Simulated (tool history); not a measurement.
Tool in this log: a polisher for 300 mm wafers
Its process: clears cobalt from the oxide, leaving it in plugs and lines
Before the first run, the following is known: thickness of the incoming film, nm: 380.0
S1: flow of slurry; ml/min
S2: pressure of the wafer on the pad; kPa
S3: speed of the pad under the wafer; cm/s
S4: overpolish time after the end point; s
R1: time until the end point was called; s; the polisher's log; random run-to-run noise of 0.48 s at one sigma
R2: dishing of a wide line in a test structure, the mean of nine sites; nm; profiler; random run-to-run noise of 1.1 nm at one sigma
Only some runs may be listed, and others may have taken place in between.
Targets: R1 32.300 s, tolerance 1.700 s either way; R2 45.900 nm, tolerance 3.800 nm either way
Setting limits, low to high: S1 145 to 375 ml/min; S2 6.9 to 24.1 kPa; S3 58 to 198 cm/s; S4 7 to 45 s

run  hour   S1    S2   S3  S4      R1      R2
  1   0.0  240  15.2  128  23  60.215  47.338
  2   1.5  295  15.2  128  23  58.147  46.719
  3   8.2  295  15.2  128  18  57.580  44.426
  4  11.7  295  15.2  128  14  57.997  41.600
  5  13.9  295  15.2  104  14  72.211  38.431
  6  19.9  295  17.2  110  14  59.775  40.803
  7  23.4  295  18.6  114  13  54.063  40.539
  8  29.9  295  20.0  120  13  47.114  42.848
  9  33.9  295  20.7  124  12  45.178  43.376

Which one of the following 4 next-run settings gets every result inside its allowed miss? There is exactly one.
  A  37.9  245  14.5   96  36   ?   ?
  B  37.9  270  19.3  114  15   ?   ?
  C  37.9  275  22.1  164  11   ?   ?
  D  37.9  335  18.6  102  17   ?   ?

move      R1      R2
   A  82.733  49.366
   B  52.577  44.035
   C  32.358  46.362
   D  59.670  44.057
A: lands further from the targets than the last run did
B: lands further from the targets than the last run did
C: every result within its allowed miss
D: lands further from the targets than the last run did
The right move is C.
